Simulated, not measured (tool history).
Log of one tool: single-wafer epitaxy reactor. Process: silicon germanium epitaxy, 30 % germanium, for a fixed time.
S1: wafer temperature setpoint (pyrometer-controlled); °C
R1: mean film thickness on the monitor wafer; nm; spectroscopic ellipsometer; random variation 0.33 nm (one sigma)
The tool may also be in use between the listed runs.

Run 1, hour 0.0: S1 590 °C, chamber pressure (Pa) 3306. Result: R1 55.318 nm.
Run 2, hour 0.5: S1 592 °C, chamber pressure (Pa) 3306. Result: R1 57.295 nm.
Run 3, hour 3.0: S1 600 °C, chamber pressure (Pa) 3306. Result: R1 65.023 nm.
Run 4, hour 9.4: S1 608 °C, chamber pressure (Pa) 3306. Result: R1 73.466 nm.
Run 5, hour 15.4: S1 606 °C, chamber pressure (Pa) 3293. Result: R1 71.082 nm.
Run 6, hour 17.1: S1 614 °C, chamber pressure (Pa) 3293. Result: R1 80.537 nm.
Run 7, hour 25.7: S1 610 °C, chamber pressure (Pa) 3280. Result: R1 75.201 nm.
Run 8, hour 31.6: S1 607 °C, chamber pressure (Pa) 3266. Result: R1 71.791 nm.
Run 9, hour 38.6: S1 605 °C, chamber pressure (Pa) 3253. Result: R1 69.582 nm.

The next listed run, before its measurement:
Run 10, hour 42.8: S1 603 °C, chamber pressure (Pa) 3253. Result: R1 ?.

Run 10 gave R1 67.246 nm.

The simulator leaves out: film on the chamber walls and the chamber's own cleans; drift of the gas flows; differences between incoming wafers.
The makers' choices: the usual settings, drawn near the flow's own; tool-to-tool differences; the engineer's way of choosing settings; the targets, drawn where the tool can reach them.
